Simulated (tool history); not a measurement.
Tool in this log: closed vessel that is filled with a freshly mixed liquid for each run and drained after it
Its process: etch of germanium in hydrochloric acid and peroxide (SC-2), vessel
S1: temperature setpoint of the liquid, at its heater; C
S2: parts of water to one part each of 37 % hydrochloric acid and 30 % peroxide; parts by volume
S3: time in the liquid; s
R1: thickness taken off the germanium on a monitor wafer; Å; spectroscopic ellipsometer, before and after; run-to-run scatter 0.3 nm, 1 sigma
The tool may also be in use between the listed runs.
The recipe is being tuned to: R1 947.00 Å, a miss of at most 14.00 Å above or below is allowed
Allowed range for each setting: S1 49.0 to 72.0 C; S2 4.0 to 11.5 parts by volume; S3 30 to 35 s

{"run": 1, "hour": 0.0, "S1": 65.0, "S2": 6.5, "S3": 35, "R1": 1007.2}
{"run": 2, "hour": 2.0, "S1": 65.0, "S2": 8.0, "S3": 35, "R1": 997.43}
{"run": 3, "hour": 6.9, "S1": 62.0, "S2": 8.0, "S3": 35, "R1": 911.14}
{"run": 4, "hour": 8.3, "S1": 58.5, "S2": 8.0, "S3": 35, "R1": 823.7}
{"run": 5, "hour": 11.8, "S1": 59.5, "S2": 8.0, "S3": 35, "R1": 851.38}
{"run": 6, "hour": 19.3, "S1": 59.5, "S2": 6.5, "S3": 35, "R1": 859.84}
{"hour": 23.0, "done": "new drum of peroxide connected"}
{"run": 7, "hour": 23.0, "S1": 60.5, "S2": 6.5, "S3": 35, "R1": 893.57}
{"run": 8, "hour": 26.3, "S1": 61.0, "S2": 6.5, "S3": 35, "R1": 907.28}
{"run": 9, "hour": 28.6, "S1": 61.5, "S2": 6.5, "S3": 35, "R1": 916.65}
{"run": 10, "hour": 37.9, "S1": 62.0, "S2": 6.5, "S3": 35, "R1": 931.89}

Consider the 4 candidate settings below. Which is the only one whose results all fall within their allowed miss of target?
{"run": "A", "hour": 47.2, "S1": 62.5, "S2": 6.5, "S3": 35, "R1": "?"}
{"run": "B", "hour": 47.2, "S1": 66.5, "S2": 7.0, "S3": 30, "R1": "?"}
{"run": "C", "hour": 47.2, "S1": 66.5, "S2": 6.0, "S3": 30, "R1": "?"}
{"run": "D", "hour": 47.2, "S1": 66.0, "S2": 4.5, "S3": 30, "R1": "?"}

move=A R1=947.99
move=B R1=908.12
move=C R1=917.05
move=D R1=914.63
A: all results land within tolerance of their targets
B: further off than the last run
C: further off than the last run
D: further off than the last run
Go with A: it meets all targets.
